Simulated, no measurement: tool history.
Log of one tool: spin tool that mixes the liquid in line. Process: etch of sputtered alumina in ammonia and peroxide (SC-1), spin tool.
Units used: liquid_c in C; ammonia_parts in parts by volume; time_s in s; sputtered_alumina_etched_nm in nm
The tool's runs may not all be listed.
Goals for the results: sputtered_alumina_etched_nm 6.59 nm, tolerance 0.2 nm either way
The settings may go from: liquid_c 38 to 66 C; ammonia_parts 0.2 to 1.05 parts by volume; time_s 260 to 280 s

run    day  liquid_c  ammonia_parts  time_s  sputtered_alumina_etched_nm
  1      0        50           0.55     260                        12.04
  2  0.279        55           0.55     260                       15.932
  3   0.35        55           0.55     280                       17.325
  4   0.55        50            0.5     275                       12.862
  5  0.579        50            0.6     275                       13.054
  6  0.862        50           0.75     275                       13.075
  7  1.138      46.5           0.75     275                       10.961
  8  1.367        44           0.75     270                        9.247

4 candidate next runs follow, results not yet known. Just one meets every target within its allowed miss. Identify it.
  A  1.596        38           0.75     260                            ?
  B  1.596        38           0.65     260                            ?
  C  1.596        39           0.65     260                            ?
  D  1.596        38            0.7     260                            ?

move  sputtered_alumina_etched_nm
   A                       6.3036
   B                       6.2176
   C                       6.5998
   D                        6.262
A: carries the result that was furthest off beyond its target, to the other side
B: carries the result that was furthest off beyond its target, to the other side
C: all results land within tolerance of their targets
D: carries the result that was furthest off beyond its target, to the other side
Move C is the one to make.

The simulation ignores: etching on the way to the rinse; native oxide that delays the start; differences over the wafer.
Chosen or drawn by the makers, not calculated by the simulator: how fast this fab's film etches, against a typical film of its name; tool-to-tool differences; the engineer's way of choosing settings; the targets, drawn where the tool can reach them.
